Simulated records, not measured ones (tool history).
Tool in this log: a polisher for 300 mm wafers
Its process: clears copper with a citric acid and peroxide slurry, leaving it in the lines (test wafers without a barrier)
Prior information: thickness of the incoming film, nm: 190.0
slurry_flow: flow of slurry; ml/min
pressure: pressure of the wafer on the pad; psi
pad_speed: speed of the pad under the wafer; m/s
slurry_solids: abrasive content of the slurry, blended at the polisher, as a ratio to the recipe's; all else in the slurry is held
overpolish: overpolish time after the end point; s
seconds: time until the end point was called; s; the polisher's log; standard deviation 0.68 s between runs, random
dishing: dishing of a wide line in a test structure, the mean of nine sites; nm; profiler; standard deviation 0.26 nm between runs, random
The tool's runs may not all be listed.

{"run": 1, "day": 0.0, "slurry_flow": 220, "pressure": 2.0, "pad_speed": 1.28, "slurry_solids": 1.0, "overpolish": 22, "seconds": 106.07, "dishing": 27.758}
{"run": 2, "day": 0.179, "slurry_flow": 220, "pressure": 2.0, "pad_speed": 1.28, "slurry_solids": 1.0, "overpolish": 29, "seconds": 106.81, "dishing": 33.866}
{"run": 3, "day": 0.242, "slurry_flow": 225, "pressure": 2.0, "pad_speed": 1.32, "slurry_solids": 1.0, "overpolish": 25, "seconds": 104.27, "dishing": 32.099}
{"run": 4, "day": 0.425, "slurry_flow": 210, "pressure": 2.2, "pad_speed": 1.2, "slurry_solids": 1.1, "overpolish": 22, "seconds": 101.23, "dishing": 29.108}
{"run": 5, "day": 0.788, "slurry_flow": 160, "pressure": 2.2, "pad_speed": 1.2, "slurry_solids": 1.1, "overpolish": 22, "seconds": 105.87, "dishing": 26.903}
{"run": 6, "day": 1.004, "slurry_flow": 160, "pressure": 2.4, "pad_speed": 1.2, "slurry_solids": 1.1, "overpolish": 22, "seconds": 98.514, "dishing": 30.225}
{"run": 7, "day": 1.346, "slurry_flow": 155, "pressure": 2.2, "pad_speed": 1.34, "slurry_solids": 1.15, "overpolish": 19, "seconds": 95.123, "dishing": 27.09}
{"run": 8, "day": 1.446, "slurry_flow": 150, "pressure": 2.0, "pad_speed": 1.44, "slurry_solids": 1.2, "overpolish": 17, "seconds": 97.161, "dishing": 23.431}
{"run": 9, "day": 1.817, "slurry_flow": 145, "pressure": 1.9, "pad_speed": 1.54, "slurry_solids": 1.25, "overpolish": 15, "seconds": 95.393, "dishing": 21.851}
{"run": 10, "day": 2.162, "slurry_flow": 140, "pressure": 1.8, "pad_speed": 1.62, "slurry_solids": 1.3, "overpolish": 14, "seconds": 95.902, "dishing": 20.193}
{"run": 11, "day": 2.275, "slurry_flow": 140, "pressure": 1.7, "pad_speed": 1.68, "slurry_solids": 1.35, "overpolish": 13, "seconds": 95.34, "dishing": 19.864}
{"run": 12, "day": 2.529, "slurry_flow": 140, "pressure": 1.7, "pad_speed": 1.74, "slurry_solids": 1.2, "overpolish": 12, "seconds": 94.806, "dishing": 16.748}
{"run": 13, "day": 2.888, "slurry_flow": 150, "pressure": 1.7, "pad_speed": 1.76, "slurry_solids": 1.15, "overpolish": 11, "seconds": 92.155, "dishing": 17.036}
{"run": 14, "day": 3.204, "slurry_flow": 145, "pressure": 1.7, "pad_speed": 1.78, "slurry_solids": 1.05, "overpolish": 10, "seconds": 94.982, "dishing": 14.731}
{"run": 15, "day": 3.508, "slurry_flow": 155, "pressure": 1.7, "pad_speed": 1.8, "slurry_solids": 0.95, "overpolish": 9, "seconds": 94.34, "dishing": 13.567}
{"run": 16, "day": 3.742, "slurry_flow": 155, "pressure": 1.7, "pad_speed": 1.8, "slurry_solids": 0.95, "overpolish": 9, "seconds": 94.104, "dishing": 13.542}
{"run": 17, "day": 4.062, "slurry_flow": 165, "pressure": 1.7, "pad_speed": 1.82, "slurry_solids": 0.9, "overpolish": 9, "seconds": 93.095, "dishing": 13.612}
{"run": 18, "day": 4.296, "slurry_flow": 170, "pressure": 1.7, "pad_speed": 1.84, "slurry_solids": 0.85, "overpolish": 9, "seconds": 93.172, "dishing": 13.824}
{"run": 19, "day": 4.612, "slurry_flow": 165, "pressure": 1.8, "pad_speed": 1.86, "slurry_solids": 0.8, "overpolish": 9, "seconds": 88.244, "dishing": 14.201}
{"run": 20, "day": 4.7, "slurry_flow": 160, "pressure": 1.8, "pad_speed": 1.88, "slurry_solids": 0.75, "overpolish": 9, "seconds": 89.354, "dishing": 13.684}

Run 21 comes next. What will it give?
{"run": 21, "day": 4.954, "slurry_flow": 160, "pressure": 1.8, "pad_speed": 1.9, "slurry_solids": 0.7, "overpolish": 9, "seconds": "?", "dishing": "?"}

{"run 21": {"seconds": 89.991, "dishing": 14.258}}
